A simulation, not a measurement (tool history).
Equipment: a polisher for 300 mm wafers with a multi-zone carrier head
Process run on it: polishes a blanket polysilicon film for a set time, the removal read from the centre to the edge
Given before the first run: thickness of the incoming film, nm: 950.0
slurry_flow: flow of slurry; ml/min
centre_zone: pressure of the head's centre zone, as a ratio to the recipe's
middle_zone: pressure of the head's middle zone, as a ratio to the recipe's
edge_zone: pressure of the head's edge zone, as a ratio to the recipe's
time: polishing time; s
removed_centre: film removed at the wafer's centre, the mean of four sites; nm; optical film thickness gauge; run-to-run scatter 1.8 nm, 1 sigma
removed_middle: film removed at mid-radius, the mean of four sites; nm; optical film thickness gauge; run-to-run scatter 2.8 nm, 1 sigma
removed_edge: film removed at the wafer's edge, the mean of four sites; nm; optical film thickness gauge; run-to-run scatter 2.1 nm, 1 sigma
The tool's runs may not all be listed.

run,hour,slurry_flow,centre_zone,middle_zone,edge_zone,time,removed_centre,removed_middle,removed_edge
1,0.0,225,1.00,1.00,1.00,51,327.22,307.99,314.79
2,6.5,225,1.00,1.00,0.99,49,311.67,304.04,297.55
3,8.3,225,1.00,1.06,0.99,49,312.20,308.24,298.18
4,12.5,225,1.00,1.05,0.98,47,294.20,291.94,286.12
5,14.6,225,1.01,1.05,0.97,46,298.13,295.51,278.49
6,21.1,225,1.01,1.04,0.96,44,281.60,275.01,270.95
7,24.2,225,1.02,1.05,0.95,42,272.85,264.54,252.93

Run 8 has not been measured yet. What should we expect?
8,33.0,225,1.02,1.05,0.94,41,?,?,?

removed_centre: 268.25 nm
removed_middle: 262.76 nm
removed_edge: 246.39 nm
